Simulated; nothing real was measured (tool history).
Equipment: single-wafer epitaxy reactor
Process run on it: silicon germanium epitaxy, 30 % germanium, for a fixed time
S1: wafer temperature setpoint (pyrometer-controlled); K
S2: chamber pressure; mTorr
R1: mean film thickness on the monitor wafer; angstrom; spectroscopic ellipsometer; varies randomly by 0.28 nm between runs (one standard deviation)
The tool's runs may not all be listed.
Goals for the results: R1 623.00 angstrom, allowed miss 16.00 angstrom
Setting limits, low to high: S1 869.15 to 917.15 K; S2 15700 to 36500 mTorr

Run 1, hour 0.0: S1 893.15 K, S2 26100 mTorr. Result: R1 951.25 angstrom.
Run 2, hour 7.4: S1 893.15 K, S2 28200 mTorr. Result: R1 982.12 angstrom.
Run 3, hour 11.3: S1 893.15 K, S2 30400 mTorr. Result: R1 1018.30 angstrom.
Run 4, hour 16.1: S1 885.15 K, S2 28900 mTorr. Result: R1 840.90 angstrom.
Run 5, hour 20.1: S1 885.15 K, S2 31500 mTorr. Result: R1 880.36 angstrom.
Run 6, hour 28.7: S1 885.15 K, S2 28800 mTorr. Result: R1 845.95 angstrom.
Run 7, hour 36.8: S1 880.15 K, S2 28600 mTorr. Result: R1 758.68 angstrom.
Run 8, hour 42.3: S1 869.15 K, S2 28200 mTorr. Result: R1 598.15 angstrom.

4 candidate next runs follow, results not yet known. Just one meets every target within its allowed miss. Identify it.
Run A, hour 47.8: S1 873.15 K, S2 28800 mTorr. Result: R1 ?.
Run B, hour 47.8: S1 869.15 K, S2 24100 mTorr. Result: R1 ?.
Run C, hour 47.8: S1 872.15 K, S2 23400 mTorr. Result: R1 ?.
Run D, hour 47.8: S1 872.15 K, S2 26400 mTorr. Result: R1 ?.

move      R1
   A  654.71
   B  554.57
   C  582.74
   D  616.19
A: moves the result that the last run missed by most past its target, out the other side
B: moves away from the targets compared with the last run
C: moves away from the targets compared with the last run
D: all results in spec
Correct choice: D, which meets every target

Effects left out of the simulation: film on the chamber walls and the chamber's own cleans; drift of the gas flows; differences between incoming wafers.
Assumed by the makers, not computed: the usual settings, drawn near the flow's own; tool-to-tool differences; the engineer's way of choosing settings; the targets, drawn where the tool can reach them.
